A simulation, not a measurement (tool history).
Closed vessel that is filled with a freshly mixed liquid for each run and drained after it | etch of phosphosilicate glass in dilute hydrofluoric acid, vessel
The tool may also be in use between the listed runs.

run,day,temperature setpoint of the liquid (°C),parts of water to one part of 49 % hydrofluoric acid (parts by volume),time in the liquid (s),thickness taken off the phosphosilicate glass on a monitor wafer (nm)
1,0.000,20.0,295,100,44.151
2,0.158,20.0,295,105,46.803
3,0.358,22.5,295,105,51.502
4,0.504,22.5,370,105,37.875
5,0.758,24.0,305,105,51.558
6,1.038,27.0,305,105,56.906
7,1.279,27.5,260,105,70.744
8,1.538,28.0,140,105,156.240

Forecast run 9:
9,1.608,25.5,140,105,?

thickness taken off the phosphosilicate glass on a monitor wafer (nm): 141.690

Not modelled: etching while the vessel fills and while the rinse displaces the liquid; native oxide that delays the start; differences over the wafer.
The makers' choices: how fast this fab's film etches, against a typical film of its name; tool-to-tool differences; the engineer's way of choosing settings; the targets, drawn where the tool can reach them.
